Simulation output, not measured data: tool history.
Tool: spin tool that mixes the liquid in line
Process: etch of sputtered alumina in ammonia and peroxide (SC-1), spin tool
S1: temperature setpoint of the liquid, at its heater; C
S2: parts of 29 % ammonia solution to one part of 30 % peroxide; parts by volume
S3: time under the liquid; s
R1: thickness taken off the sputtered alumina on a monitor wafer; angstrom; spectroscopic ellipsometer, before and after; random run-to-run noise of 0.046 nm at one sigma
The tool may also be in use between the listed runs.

run 1 hour=0 | S1=49 S2=0.75 S3=190 | R1=72.303
run 2 hour=2.2 | S1=49 S2=1 S3=190 | R1=75.525
run 3 hour=6.6 | S1=49 S2=1.1 S3=190 | R1=75.662
run 4 hour=12.2 | S1=48.5 S2=1.1 S3=190 | R1=74.775
run 5 hour=14 | S1=48.5 S2=0.9 S3=190 | R1=73.802
run 6 hour=21.8 | S1=55 S2=0.9 S3=190 | R1=103.66
run 7 hour=24.9 | S1=53.5 S2=0.9 S3=190 | R1=95.218
run 8 hour=30.1 | S1=52.5 S2=0.9 S3=190 | R1=89.727

Run 9 has not been measured yet. What should we expect?
run 9 hour=32.1 | S1=51.5 S2=0.9 S3=190 | R1=?

{"run 9": {"R1": 86.041}}
